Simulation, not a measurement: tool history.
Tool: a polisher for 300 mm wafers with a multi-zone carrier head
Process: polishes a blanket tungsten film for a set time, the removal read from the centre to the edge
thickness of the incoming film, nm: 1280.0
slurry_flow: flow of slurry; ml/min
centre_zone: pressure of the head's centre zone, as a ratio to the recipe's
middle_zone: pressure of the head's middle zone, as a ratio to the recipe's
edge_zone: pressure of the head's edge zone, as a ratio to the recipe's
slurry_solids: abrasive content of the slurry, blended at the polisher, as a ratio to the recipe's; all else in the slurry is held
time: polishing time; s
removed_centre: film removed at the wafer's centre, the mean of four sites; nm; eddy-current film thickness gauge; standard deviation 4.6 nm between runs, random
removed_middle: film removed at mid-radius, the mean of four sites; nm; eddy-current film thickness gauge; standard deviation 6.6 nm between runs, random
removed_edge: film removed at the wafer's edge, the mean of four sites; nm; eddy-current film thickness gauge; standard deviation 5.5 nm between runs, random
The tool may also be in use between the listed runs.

run 1 day=0 | slurry_flow=320 centre_zone=1 middle_zone=1 edge_zone=1 slurry_solids=1 time=78 | removed_centre=320.19 removed_middle=329.21 removed_edge=333.22
run 2 day=0.254 | slurry_flow=320 centre_zone=1 middle_zone=1 edge_zone=1.05 slurry_solids=1 time=78 | removed_centre=320.48 removed_middle=322.75 removed_edge=330.44
run 3 day=0.304 | slurry_flow=320 centre_zone=1 middle_zone=1 edge_zone=1.05 slurry_solids=0.85 time=78 | removed_centre=311.17 removed_middle=311.04 removed_edge=328.14
run 4 day=0.488 | slurry_flow=320 centre_zone=1.01 middle_zone=1.01 edge_zone=1.05 slurry_solids=0.9 time=80 | removed_centre=326.16 removed_middle=331.44 removed_edge=335.88
run 5 day=0.629 | slurry_flow=320 centre_zone=1.01 middle_zone=1.01 edge_zone=1.05 slurry_solids=0.7 time=80 | removed_centre=309.25 removed_middle=314 removed_edge=323.54
run 6 day=0.725 | slurry_flow=320 centre_zone=1.01 middle_zone=1.01 edge_zone=1.11 slurry_solids=0.7 time=80 | removed_centre=303.82 removed_middle=309.91 removed_edge=331.38
run 7 day=1.046 | slurry_flow=320 centre_zone=1.02 middle_zone=1.02 edge_zone=1.11 slurry_solids=0.75 time=81 | removed_centre=324.3 removed_middle=321.18 removed_edge=329.03
run 8 day=1.254 | slurry_flow=320 centre_zone=1.02 middle_zone=1.02 edge_zone=1.11 slurry_solids=0.8 time=83 | removed_centre=326.75 removed_middle=339.7 removed_edge=339.75
run 9 day=1.317 | slurry_flow=320 centre_zone=1.03 middle_zone=1.01 edge_zone=1.11 slurry_solids=0.85 time=85 | removed_centre=344.39 removed_middle=340.93 removed_edge=355.46
run 10 day=1.629 | slurry_flow=320 centre_zone=1.04 middle_zone=1.02 edge_zone=1.11 slurry_solids=0.9 time=86 | removed_centre=364.25 removed_middle=355.54 removed_edge=365.63

Predict the results of run 11:
run 11 day=1.896 | slurry_flow=320 centre_zone=1.04 middle_zone=1.03 edge_zone=1.11 slurry_solids=0.95 time=87 | removed_centre=? removed_middle=? removed_edge=?

removed_centre: 370.74 nm
removed_middle: 364.57 nm
removed_edge: 365.08 nm
